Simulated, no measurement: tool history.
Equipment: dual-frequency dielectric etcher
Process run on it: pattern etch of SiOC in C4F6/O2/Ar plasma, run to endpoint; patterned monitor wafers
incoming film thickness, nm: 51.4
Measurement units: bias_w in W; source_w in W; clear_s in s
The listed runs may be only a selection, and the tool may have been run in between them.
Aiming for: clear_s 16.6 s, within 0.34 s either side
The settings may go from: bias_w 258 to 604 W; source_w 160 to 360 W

run    day  bias_w  source_w  clear_s
  1      0     431       260   21.465
  2    0.2     497       260   19.967
  3  0.496     537       260   19.246
  4  0.758     485       260   20.128
  5  0.858     499       270   19.477
  6  1.021     510       270   19.317
  7  1.354     521       270   19.054
  8  1.696     530       270   19.109
  9  2.004     539       280   18.457
 10  2.042     546       280   18.512
 11  2.233     553       280   18.276

Consider the 4 candidate settings below. Which is the only one whose results all fall within their allowed miss of target?
  A  2.425     602       310        ?
  B  2.425     604       340        ?
  C  2.425     583       290        ?
  D  2.425     604       330        ?

move  clear_s
   A   16.663
   B   15.856
   C   17.532
   D   16.102
A: hits every target within its allowed miss
B: carries the result that was furthest off beyond its target, to the other side
C: gains on the last run, yet a result remains outside its allowed miss
D: carries the result that was furthest off beyond its target, to the other side
Go with A: it meets all targets.
